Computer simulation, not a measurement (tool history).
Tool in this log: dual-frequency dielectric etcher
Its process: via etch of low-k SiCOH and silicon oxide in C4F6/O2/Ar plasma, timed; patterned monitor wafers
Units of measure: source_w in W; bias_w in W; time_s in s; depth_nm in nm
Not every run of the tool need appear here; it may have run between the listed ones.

Run 1, hour 0.0: source_w 400 W, bias_w 167 W, time_s 120.5 s. Result: depth_nm 330.24 nm.
Run 2, hour 6.1: source_w 360 W, bias_w 167 W, time_s 120.5 s. Result: depth_nm 316.09 nm.
Run 3, hour 9.5: source_w 360 W, bias_w 177 W, time_s 120.5 s. Result: depth_nm 324.09 nm.
Run 4, hour 17.4: source_w 360 W, bias_w 177 W, time_s 120.5 s. Result: depth_nm 324.79 nm.
Run 5, hour 22.7: source_w 370 W, bias_w 177 W, time_s 120.5 s. Result: depth_nm 324.36 nm.
Run 6, hour 26.5: source_w 370 W, bias_w 160 W, time_s 120.5 s. Result: depth_nm 318.20 nm.
Run 7, hour 31.6: source_w 370 W, bias_w 160 W, time_s 120.5 s. Result: depth_nm 317.61 nm.

Run 8 is up next; what results do you expect?
Run 8, hour 37.3: source_w 380 W, bias_w 161 W, time_s 120.5 s. Result: depth_nm ?.

depth_nm: 322.10 nm

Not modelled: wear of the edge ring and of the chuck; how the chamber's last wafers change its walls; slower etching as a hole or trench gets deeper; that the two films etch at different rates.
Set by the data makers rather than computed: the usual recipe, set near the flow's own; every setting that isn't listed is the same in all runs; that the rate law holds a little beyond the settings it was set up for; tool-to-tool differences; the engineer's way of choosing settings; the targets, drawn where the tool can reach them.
